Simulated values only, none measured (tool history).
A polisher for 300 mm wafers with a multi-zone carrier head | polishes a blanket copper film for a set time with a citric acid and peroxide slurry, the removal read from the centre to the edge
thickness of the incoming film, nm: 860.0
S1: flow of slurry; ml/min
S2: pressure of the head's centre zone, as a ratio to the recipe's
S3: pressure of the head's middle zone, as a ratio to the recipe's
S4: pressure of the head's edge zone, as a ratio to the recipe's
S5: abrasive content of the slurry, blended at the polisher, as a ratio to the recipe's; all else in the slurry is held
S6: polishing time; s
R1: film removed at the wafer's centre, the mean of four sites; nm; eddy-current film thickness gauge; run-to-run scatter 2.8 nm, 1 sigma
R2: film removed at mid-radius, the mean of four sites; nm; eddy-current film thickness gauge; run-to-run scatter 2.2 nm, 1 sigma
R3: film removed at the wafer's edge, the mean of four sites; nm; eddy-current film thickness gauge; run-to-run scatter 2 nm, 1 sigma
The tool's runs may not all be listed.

run 1 hour=0 | S1=215 S2=1 S3=1 S4=1 S5=1 S6=43 | R1=136.7 R2=139.6 R3=135.86
run 2 hour=0.9 | S1=215 S2=1 S3=0.94 S4=1 S5=1 S6=43 | R1=139.61 R2=134.72 R3=136.25
run 3 hour=5.7 | S1=215 S2=1 S3=0.94 S4=0.91 S5=1 S6=43 | R1=138.64 R2=134.5 R3=131.84
run 4 hour=11.3 | S1=220 S2=1.01 S3=0.95 S4=0.92 S5=1.05 S6=44 | R1=144.77 R2=140.64 R3=137.57
run 5 hour=19.3 | S1=225 S2=1.03 S3=0.96 S4=0.92 S5=1.1 S6=45 | R1=152.94 R2=147.34 R3=141.44
run 6 hour=19.9 | S1=230 S2=1.04 S3=0.96 S4=0.93 S5=1.15 S6=46 | R1=162.37 R2=151.32 R3=149.24
run 7 hour=24 | S1=235 S2=1.05 S3=0.97 S4=0.94 S5=1.2 S6=47 | R1=171.17 R2=157.32 R3=152.26

Run 8, settings as shown, results not yet in. Your forecast:
run 8 hour=32.8 | S1=235 S2=1.05 S3=0.97 S4=0.95 S5=1.25 S6=48 | R1=? R2=? R3=?

For run 8 the tool returned R1 174.14 nm, R2 163.52 nm, R3 158.76 nm.

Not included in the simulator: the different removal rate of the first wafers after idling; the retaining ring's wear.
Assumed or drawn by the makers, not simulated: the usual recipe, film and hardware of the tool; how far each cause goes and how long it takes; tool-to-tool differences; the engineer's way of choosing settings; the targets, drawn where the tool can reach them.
